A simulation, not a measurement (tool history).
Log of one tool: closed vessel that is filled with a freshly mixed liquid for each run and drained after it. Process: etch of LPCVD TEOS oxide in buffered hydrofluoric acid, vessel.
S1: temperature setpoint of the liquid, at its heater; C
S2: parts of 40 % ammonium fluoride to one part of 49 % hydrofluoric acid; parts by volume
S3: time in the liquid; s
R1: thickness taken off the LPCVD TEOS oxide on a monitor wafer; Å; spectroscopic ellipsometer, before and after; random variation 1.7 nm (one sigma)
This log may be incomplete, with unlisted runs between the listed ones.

run	hour	S1	S2	S3	R1
1	0	23	16	90	1227.5
2	8.3	24.5	15	90	1437.5
3	11.6	26	14.5	90	1605.1
4	15.3	27	14	90	1742.2
5	21.8	28	13.5	90	1896.7
6	24.4	28	13.5	95	2033.6
7	28	28.5	13.5	95	2091

What will run 8 give?
8	33.3	29	13.5	95	?

R1: 2131.1 Å
